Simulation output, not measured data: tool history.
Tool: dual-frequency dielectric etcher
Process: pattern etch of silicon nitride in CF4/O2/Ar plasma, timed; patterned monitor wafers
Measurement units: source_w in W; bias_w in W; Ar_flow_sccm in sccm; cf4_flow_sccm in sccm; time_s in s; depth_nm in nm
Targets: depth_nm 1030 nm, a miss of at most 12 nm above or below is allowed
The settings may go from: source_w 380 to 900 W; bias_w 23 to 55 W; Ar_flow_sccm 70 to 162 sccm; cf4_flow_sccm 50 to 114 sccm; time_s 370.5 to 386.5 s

run    day  source_w  bias_w  Ar_flow_sccm  cf4_flow_sccm  time_s  depth_nm
  1      0       640      39           116             82   370.5    803.47
  2  0.054       640      39           100             82   370.5    825.51
  3  0.096       640      39           100             71   370.5    808.93
  4  0.308       640      39           100             80   370.5     823.7
  5  0.488       690      39           100             80   370.5    869.18
     0.812  -- Ar flow controller replaced
  6  0.812       690      44           100             80   370.5    916.98
  7  1.088       720      44           100             80   370.5    939.27
  8  1.296       750      44           100             80   370.5    968.84
  9  1.471       770      44           100             80   370.5     985.9
 10  1.733       780      44           100             80   370.5    992.59
 11  1.979       780      44           100             80   370.5    993.73
 12  2.183       790      44           100             80   370.5    1000.3
 13  2.417       800      44           100             80   370.5    1013.7

Exercise: of the 4 proposed moves below, exactly one satisfies all targets within the stated allowed misses. Which move is it?
  A  2.65       820      40            83             68   386.5         ?
  B  2.65       680      52            87            105     378         ?
  C  2.65       850      42           106             79     382         ?
  D  2.65       790      43           104             83   370.5         ?

move  depth_nm
   A    1057.7
   B    1032.8
   C    1056.5
   D    991.18
A: takes the biggest miss from the last run beyond its target
B: all results in spec
C: takes the biggest miss from the last run beyond its target
D: misses by more than the last run did
Go with B: it meets all targets.
